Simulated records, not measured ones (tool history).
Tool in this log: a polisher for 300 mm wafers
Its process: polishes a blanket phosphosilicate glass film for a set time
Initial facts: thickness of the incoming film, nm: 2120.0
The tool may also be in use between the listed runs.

run	hour	flow of slurry (ml/min)	pressure of the wafer on the pad (kPa)	speed of the pad under the wafer (cm/s)	abrasive content of the slurry	polishing time (s)	film removed (angstrom)
1	0	230	23.4	82	1	125	9009.6
2	1	230	23.4	82	0.85	125	8304.3
3	7.7	230	23.4	82	0.85	125	8313.7
4	8.3	285	23.4	82	0.85	125	8614.5
5	12.1	285	26.9	82	0.85	125	9646.6
6	21.1	285	29	82	0.85	125	10285
7	28.9	285	30.3	84	0.85	125	10662
# hour 30.6: slurry nozzle cleaned
8	30.6	285	31.7	86	0.85	125	11780
9	35.9	285	32.4	86	0.85	125	12050
10	38.3	285	33.1	86	0.85	125	12194
11	47.3	285	33.8	86	0.85	125	12470

Run 12 comes next. What will it give?
12	49	285	34.5	86	0.85	125	?

{"run 12": {"film removed (angstrom)": 12787}}
